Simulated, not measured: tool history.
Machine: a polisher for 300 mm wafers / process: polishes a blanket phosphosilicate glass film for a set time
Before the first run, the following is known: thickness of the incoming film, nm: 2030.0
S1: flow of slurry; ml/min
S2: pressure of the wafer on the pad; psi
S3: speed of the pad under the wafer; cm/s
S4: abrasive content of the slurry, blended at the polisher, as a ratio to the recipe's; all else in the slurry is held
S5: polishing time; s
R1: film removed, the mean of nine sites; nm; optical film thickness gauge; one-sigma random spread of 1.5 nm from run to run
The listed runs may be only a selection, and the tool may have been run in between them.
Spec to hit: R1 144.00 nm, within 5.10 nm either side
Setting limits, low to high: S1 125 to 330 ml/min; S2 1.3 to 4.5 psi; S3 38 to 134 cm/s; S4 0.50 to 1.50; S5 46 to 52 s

run    day   S1   S2  S3    S4  S5      R1
  1  0.000  210  2.9  86  1.00  52  314.73
  2  0.354  210  2.6  82  1.00  52  268.62
  3  0.612  210  2.3  80  1.00  52  237.81
  4  0.750  210  2.1  78  1.00  52  209.63
  5  0.871  210  2.1  78  1.15  52  221.81
  6  0.962  210  1.9  76  1.15  52  199.45
  7  1.096  210  1.8  74  1.15  52  183.44
  8  1.254  210  1.7  74  1.15  52  170.87
  9  1.375  210  1.6  74  1.15  52  162.45
 10  1.633  205  1.3  74  1.15  52  135.47

Of the 4 settings listed for the next run, only one would bring every result within its allowed miss of target. Which one?
  A  1.892  205  1.4  82  1.25  52   ?
  B  1.892  220  1.5  78  1.15  50   ?
  C  1.892  225  1.5  78  1.05  48   ?
  D  1.892  185  1.3  76  1.10  49   ?

move      R1
   A  159.14
   B  154.28
   C  144.25
   D  124.48
A: takes the biggest miss from the last run beyond its target
B: takes the biggest miss from the last run beyond its target
C: all results land within tolerance of their targets
D: misses by more than the last run did
The move that meets every target is C.
